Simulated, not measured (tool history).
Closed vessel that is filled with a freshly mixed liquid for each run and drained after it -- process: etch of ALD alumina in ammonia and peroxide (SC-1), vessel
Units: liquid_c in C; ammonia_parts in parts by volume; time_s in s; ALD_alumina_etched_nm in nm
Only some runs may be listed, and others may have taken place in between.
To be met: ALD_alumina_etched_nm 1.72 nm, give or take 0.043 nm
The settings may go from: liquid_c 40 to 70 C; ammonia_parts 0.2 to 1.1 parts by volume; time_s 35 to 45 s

run,hour,liquid_c,ammonia_parts,time_s,ALD_alumina_etched_nm
1,0,56,0.6,45,3.5337
2,5.3,53.5,0.6,45,3.089
3,10.7,53.5,0.75,45,3.1245
4,13.5,51.5,0.75,45,2.8476
5,18.7,54.5,0.75,45,3.2927
6,26.9,52,0.75,45,2.8894
7,31.1,50,0.75,45,2.5909
8,36,48.5,0.75,45,2.3936
9,41.8,47.5,0.75,45,2.2458
# hour 43.6: ammonia flow meter replaced
10,43.6,41.5,0.75,45,1.5854
11,52.1,42,0.75,45,1.6481
12,54.1,42,0.75,45,1.6026

Which of these 4 next moves meets every target?
A,56.1,43,0.75,45,?
B,56.1,43.5,0.8,45,?
C,56.1,44.5,0.45,45,?
D,56.1,48.5,0.7,35,?

move,ALD_alumina_etched_nm
A,1.709
B,1.7698
C,1.7744
D,1.8031
A: hits every target within its allowed miss
B: pushes the last run's worst result past its target
C: pushes the last run's worst result past its target
D: pushes the last run's worst result past its target
The right move is A.
